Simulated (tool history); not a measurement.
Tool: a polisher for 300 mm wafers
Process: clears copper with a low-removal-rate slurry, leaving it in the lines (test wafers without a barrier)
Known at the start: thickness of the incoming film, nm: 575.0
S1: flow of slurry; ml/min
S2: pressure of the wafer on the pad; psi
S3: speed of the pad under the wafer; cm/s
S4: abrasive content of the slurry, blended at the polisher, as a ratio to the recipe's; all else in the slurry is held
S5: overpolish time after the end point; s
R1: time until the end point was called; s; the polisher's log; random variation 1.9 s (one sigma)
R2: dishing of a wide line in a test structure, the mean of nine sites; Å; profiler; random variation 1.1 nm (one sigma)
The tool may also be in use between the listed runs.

run 1 day=0 | S1=140 S2=3.5 S3=130 S4=1 S5=27 | R1=120.16 R2=896.1
run 2 day=0.175 | S1=135 S2=3.3 S3=130 S4=1 S5=27 | R1=125.71 R2=856.55
run 3 day=0.3 | S1=135 S2=3.1 S3=130 S4=1 S5=27 | R1=134.02 R2=806.41
run 4 day=0.633 | S1=135 S2=2.6 S3=130 S4=1 S5=27 | R1=154.14 R2=716.26
run 5 day=0.796 | S1=135 S2=2.5 S3=130 S4=1 S5=27 | R1=158.61 R2=685.38
run 6 day=1.029 | S1=135 S2=2.5 S3=130 S4=1 S5=20 | R1=159.03 R2=549.54

Run 7 comes next. What will it give?
run 7 day=1.167 | S1=135 S2=2.5 S3=130 S4=1 S5=22 | R1=? R2=?

{"run 7": {"R1": 160.33, "R2": 599.2}}

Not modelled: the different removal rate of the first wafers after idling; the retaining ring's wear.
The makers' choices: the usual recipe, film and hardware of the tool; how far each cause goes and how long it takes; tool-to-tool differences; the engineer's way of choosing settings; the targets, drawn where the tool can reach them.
